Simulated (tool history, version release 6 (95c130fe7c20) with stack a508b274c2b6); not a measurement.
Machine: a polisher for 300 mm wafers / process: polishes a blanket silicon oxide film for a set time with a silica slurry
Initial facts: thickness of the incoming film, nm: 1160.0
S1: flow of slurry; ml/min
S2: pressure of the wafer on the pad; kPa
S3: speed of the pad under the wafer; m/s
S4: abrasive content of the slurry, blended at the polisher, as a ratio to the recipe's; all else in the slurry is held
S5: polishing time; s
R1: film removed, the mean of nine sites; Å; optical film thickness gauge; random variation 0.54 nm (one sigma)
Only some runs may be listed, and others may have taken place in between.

run  hour   S1    S2    S3   S4  S5      R1
  1   0.0  310  22.8  0.92  1.0  24  448.30
  2   8.6  275  22.8  0.92  1.0  24  441.11
  3  13.3  280  23.4  0.92  1.0  24  452.52
  4  20.0  280  23.4  0.92  1.0  24  461.36
  5  22.7  280  23.4  0.92  1.0  21  397.22
  6  29.7  280  23.4  0.92  1.2  21  423.35
  7  33.2  285  24.8  0.92  1.2  21  453.32

What will run 8 give?
  8  37.4  290  25.5  0.92  1.2  21   ?

For run 8 the tool returned R1 462.52 Å.
